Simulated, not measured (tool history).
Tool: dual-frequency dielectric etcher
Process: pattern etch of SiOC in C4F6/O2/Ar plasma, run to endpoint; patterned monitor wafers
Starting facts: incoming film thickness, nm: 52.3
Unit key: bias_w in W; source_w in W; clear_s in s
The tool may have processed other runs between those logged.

{"run": 1, "hour": 0.0, "bias_w": 575, "source_w": 330, "clear_s": 20.146}
{"run": 2, "hour": 3.2, "bias_w": 556, "source_w": 330, "clear_s": 20.35}
{"run": 3, "hour": 9.9, "bias_w": 556, "source_w": 380, "clear_s": 19.614}
{"run": 4, "hour": 17.1, "bias_w": 535, "source_w": 380, "clear_s": 19.856}
{"run": 5, "hour": 21.7, "bias_w": 535, "source_w": 330, "clear_s": 20.811}
{"hour": 28.9, "done": "bias power generator calibrated"}
{"run": 6, "hour": 28.9, "bias_w": 624, "source_w": 330, "clear_s": 19.455}
{"run": 7, "hour": 32.6, "bias_w": 602, "source_w": 330, "clear_s": 19.809}
{"run": 8, "hour": 36.3, "bias_w": 602, "source_w": 330, "clear_s": 19.776}

Run 9, settings as shown, results not yet in. Your forecast:
{"run": 9, "hour": 41.5, "bias_w": 582, "source_w": 330, "clear_s": "?"}

Run 9 gave clear_s 20.043 s.
